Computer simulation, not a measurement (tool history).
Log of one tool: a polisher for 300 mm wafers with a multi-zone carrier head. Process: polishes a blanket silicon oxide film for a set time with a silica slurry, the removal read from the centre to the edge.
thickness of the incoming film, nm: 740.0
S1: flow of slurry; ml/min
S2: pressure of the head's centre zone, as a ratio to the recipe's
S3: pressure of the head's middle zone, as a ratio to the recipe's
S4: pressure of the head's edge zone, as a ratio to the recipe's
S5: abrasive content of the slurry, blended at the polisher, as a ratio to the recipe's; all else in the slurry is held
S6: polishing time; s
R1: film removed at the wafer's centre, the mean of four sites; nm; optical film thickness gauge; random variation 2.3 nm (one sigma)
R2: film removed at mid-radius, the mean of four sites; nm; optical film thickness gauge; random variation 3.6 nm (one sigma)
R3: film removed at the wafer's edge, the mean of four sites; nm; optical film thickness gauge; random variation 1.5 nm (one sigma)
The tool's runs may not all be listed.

Run 1, day 0.000: S1 150 ml/min, S2 1.00, S3 1.00, S4 1.00, S5 1.0, S6 30 s. Result: R1 124.50 nm, R2 132.86 nm, R3 133.30 nm.
Run 2, day 0.029: S1 165 ml/min, S2 1.04, S3 1.04, S4 1.00, S5 1.1, S6 31 s. Result: R1 144.31 nm, R2 150.19 nm, R3 148.92 nm.
Run 3, day 0.125: S1 165 ml/min, S2 1.04, S3 1.04, S4 0.97, S5 1.1, S6 31 s. Result: R1 145.28 nm, R2 153.52 nm, R3 146.70 nm.
Run 4, day 0.275: S1 175 ml/min, S2 1.07, S3 1.07, S4 0.96, S5 1.2, S6 32 s. Result: R1 162.30 nm, R2 169.40 nm, R3 157.81 nm.
Run 5, day 0.317: S1 175 ml/min, S2 1.07, S3 1.07, S4 0.96, S5 1.4, S6 32 s. Result: R1 173.79 nm, R2 175.71 nm, R3 167.64 nm.
Run 6, day 0.367: S1 205 ml/min, S2 1.07, S3 1.07, S4 0.96, S5 1.4, S6 32 s. Result: R1 177.62 nm, R2 184.67 nm, R3 172.22 nm.
Run 7, day 0.562: S1 210 ml/min, S2 1.09, S3 1.09, S4 0.96, S5 1.4, S6 33 s. Result: R1 186.67 nm, R2 195.48 nm, R3 177.78 nm.
Run 8, day 0.800: S1 215 ml/min, S2 1.11, S3 1.10, S4 0.95, S5 1.4, S6 34 s. Result: R1 194.97 nm, R2 202.51 nm, R3 180.77 nm.
Run 9, day 1.100: S1 215 ml/min, S2 1.13, S3 1.11, S4 0.95, S5 1.4, S6 35 s. Result: R1 205.97 nm, R2 206.59 nm, R3 188.10 nm.

Forecast run 10:
Run 10, day 1.458: S1 220 ml/min, S2 1.14, S3 1.13, S4 0.94, S5 1.4, S6 36 s. Result: R1 ?, R2 ?, R3 ?.

Run 10 gave R1 212.27 nm, R2 220.46 nm, R3 190.76 nm.
